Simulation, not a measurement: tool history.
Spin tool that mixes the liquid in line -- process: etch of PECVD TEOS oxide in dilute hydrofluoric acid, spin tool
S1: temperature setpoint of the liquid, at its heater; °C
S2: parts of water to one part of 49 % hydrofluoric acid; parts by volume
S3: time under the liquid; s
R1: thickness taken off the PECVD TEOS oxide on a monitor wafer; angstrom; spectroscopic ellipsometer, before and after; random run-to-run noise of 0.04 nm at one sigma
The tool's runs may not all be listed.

Run 1, hour 0: S1 22 °C, S2 205 parts by volume, S3 320 s. Result: R1 119.95 angstrom.
Run 2, hour 7.9: S1 22 °C, S2 135 parts by volume, S3 320 s. Result: R1 196.67 angstrom.
Run 3, hour 12.2: S1 22 °C, S2 165 parts by volume, S3 320 s. Result: R1 156.35 angstrom.
Run 4, hour 18.5: S1 22 °C, S2 115 parts by volume, S3 320 s. Result: R1 236.6 angstrom.
Run 5, hour 27.3: S1 22 °C, S2 60 parts by volume, S3 320 s. Result: R1 485.44 angstrom.
Run 6, hour 33.8: S1 22 °C, S2 60 parts by volume, S3 340 s. Result: R1 513.94 angstrom.
Run 7, hour 42.2: S1 21 °C, S2 100 parts by volume, S3 340 s. Result: R1 283.95 angstrom.
Run 8, hour 44.8: S1 20 °C, S2 120 parts by volume, S3 340 s. Result: R1 221.86 angstrom.

Expected results for the next run?
Run 9, hour 52: S1 19.5 °C, S2 140 parts by volume, S3 340 s. Result: R1 ?.

{"run 9": {"R1": 181.22}}
